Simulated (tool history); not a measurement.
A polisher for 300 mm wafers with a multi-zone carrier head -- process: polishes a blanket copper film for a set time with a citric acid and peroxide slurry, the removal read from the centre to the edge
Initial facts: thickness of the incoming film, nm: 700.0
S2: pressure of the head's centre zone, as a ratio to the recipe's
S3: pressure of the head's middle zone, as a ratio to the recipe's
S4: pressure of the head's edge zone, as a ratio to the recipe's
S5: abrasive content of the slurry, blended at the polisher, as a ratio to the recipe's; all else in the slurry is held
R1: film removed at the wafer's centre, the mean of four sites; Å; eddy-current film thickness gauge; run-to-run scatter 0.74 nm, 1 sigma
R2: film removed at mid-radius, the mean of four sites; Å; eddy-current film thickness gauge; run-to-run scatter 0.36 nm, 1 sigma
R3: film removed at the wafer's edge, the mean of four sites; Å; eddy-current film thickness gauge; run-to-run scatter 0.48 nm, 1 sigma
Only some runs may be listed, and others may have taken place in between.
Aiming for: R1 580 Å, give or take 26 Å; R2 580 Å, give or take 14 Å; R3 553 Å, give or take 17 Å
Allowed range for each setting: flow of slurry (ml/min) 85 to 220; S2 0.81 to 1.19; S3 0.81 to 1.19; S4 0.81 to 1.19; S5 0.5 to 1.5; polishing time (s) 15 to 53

Run 1, hour 0: flow of slurry (ml/min) 140, S2 1, S3 1, S4 1, S5 1, polishing time (s) 34. Result: R1 684.61 Å, R2 711.11 Å, R3 707.22 Å.
Run 2, hour 2.2: flow of slurry (ml/min) 135, S2 1, S3 0.99, S4 0.97, S5 0.9, polishing time (s) 34. Result: R1 653.66 Å, R2 673.04 Å, R3 674.32 Å.
Run 3, hour 9.8: flow of slurry (ml/min) 135, S2 1, S3 0.99, S4 0.91, S5 0.9, polishing time (s) 34. Result: R1 658.57 Å, R2 675.02 Å, R3 657.63 Å.
Run 4, hour 17.8: flow of slurry (ml/min) 135, S2 1, S3 0.99, S4 0.91, S5 0.9, polishing time (s) 26. Result: R1 506.63 Å, R2 519.26 Å, R3 497.92 Å.
Run 5, hour 24.4: flow of slurry (ml/min) 145, S2 1, S3 0.99, S4 0.92, S5 0.9, polishing time (s) 26. Result: R1 510.62 Å, R2 526.97 Å, R3 524.1 Å.
Run 6, hour 25.4: flow of slurry (ml/min) 150, S2 1.01, S3 1, S4 0.91, S5 0.9, polishing time (s) 26. Result: R1 529.42 Å, R2 530.99 Å, R3 519.35 Å.
Run 7, hour 30.1: flow of slurry (ml/min) 155, S2 1.01, S3 1.01, S4 0.91, S5 0.9, polishing time (s) 26. Result: R1 514.7 Å, R2 538.91 Å, R3 522.79 Å.
Run 8, hour 33.9: flow of slurry (ml/min) 160, S2 1.03, S3 1.02, S4 0.91, S5 0.9, polishing time (s) 26. Result: R1 548.1 Å, R2 547.02 Å, R3 515.46 Å.
Run 9, hour 34.5: flow of slurry (ml/min) 165, S2 1.03, S3 1.02, S4 0.92, S5 0.9, polishing time (s) 26. Result: R1 546.72 Å, R2 551.39 Å, R3 516.52 Å.

Consider the 4 candidate settings below. Which is the only one whose results all fall within their allowed miss of target?
Run A, hour 35.1: flow of slurry (ml/min) 165, S2 1.08, S3 1, S4 0.81, S5 0.8, polishing time (s) 27. Result: R1 ?, R2 ?, R3 ?.
Run B, hour 35.1: flow of slurry (ml/min) 175, S2 1.05, S3 1.12, S4 0.9, S5 0.85, polishing time (s) 25. Result: R1 ?, R2 ?, R3 ?.
Run C, hour 35.1: flow of slurry (ml/min) 110, S2 1.03, S3 1.02, S4 0.85, S5 0.8, polishing time (s) 31. Result: R1 ?, R2 ?, R3 ?.
Run D, hour 35.1: flow of slurry (ml/min) 130, S2 0.99, S3 0.94, S4 1, S5 1.2, polishing time (s) 26. Result: R1 ?, R2 ?, R3 ?.

move      R1      R2      R3
   A  584.37  542.19  505.57
   B  540.56  567.09  501.16
   C  580.79  581.66  558.17
   D  541.87  524.58  575.34
A: the biggest miss grows against the last run
B: the biggest miss grows against the last run
C: in spec on every target
D: takes the biggest miss from the last run beyond its target
C is the move that brings every result within its allowed miss.
